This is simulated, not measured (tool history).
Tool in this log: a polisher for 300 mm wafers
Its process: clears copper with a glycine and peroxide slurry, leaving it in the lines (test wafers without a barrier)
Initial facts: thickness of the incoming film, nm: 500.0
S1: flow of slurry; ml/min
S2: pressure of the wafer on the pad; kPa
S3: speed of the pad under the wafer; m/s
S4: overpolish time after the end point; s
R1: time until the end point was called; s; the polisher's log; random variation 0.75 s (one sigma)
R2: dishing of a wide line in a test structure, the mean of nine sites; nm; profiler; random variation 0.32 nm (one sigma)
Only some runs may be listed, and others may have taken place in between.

Run 1, day 0.000: S1 310 ml/min, S2 15.9 kPa, S3 0.80 m/s, S4 9 s. Result: R1 121.140 s, R2 16.931 nm.
Run 2, day 0.088: S1 310 ml/min, S2 13.1 kPa, S3 0.80 m/s, S4 9 s. Result: R1 140.290 s, R2 15.860 nm.
Run 3, day 0.321: S1 240 ml/min, S2 13.1 kPa, S3 0.80 m/s, S4 9 s. Result: R1 143.700 s, R2 15.865 nm.
Run 4, day 0.558: S1 240 ml/min, S2 13.1 kPa, S3 0.90 m/s, S4 9 s. Result: R1 136.590 s, R2 16.671 nm.
Run 5, day 0.750: S1 240 ml/min, S2 13.1 kPa, S3 0.78 m/s, S4 9 s. Result: R1 147.220 s, R2 15.507 nm.
Run 6, day 1.075: S1 240 ml/min, S2 13.1 kPa, S3 0.60 m/s, S4 9 s. Result: R1 163.410 s, R2 14.738 nm.
Run 7, day 1.138: S1 245 ml/min, S2 14.5 kPa, S3 0.64 m/s, S4 9 s. Result: R1 150.470 s, R2 15.614 nm.
Run 8, day 1.412: S1 260 ml/min, S2 18.6 kPa, S3 0.86 m/s, S4 7 s. Result: R1 108.790 s, R2 15.625 nm.
Run 9, day 1.575: S1 265 ml/min, S2 19.3 kPa, S3 0.88 m/s, S4 7 s. Result: R1 101.250 s, R2 16.893 nm.

Estimate the outcome of run 10 from the log above:
Run 10, day 1.746: S1 270 ml/min, S2 20.0 kPa, S3 0.90 m/s, S4 7 s. Result: R1 ?, R2 ?.

For run 10 the tool returned R1 96.396 s, R2 16.671 nm.
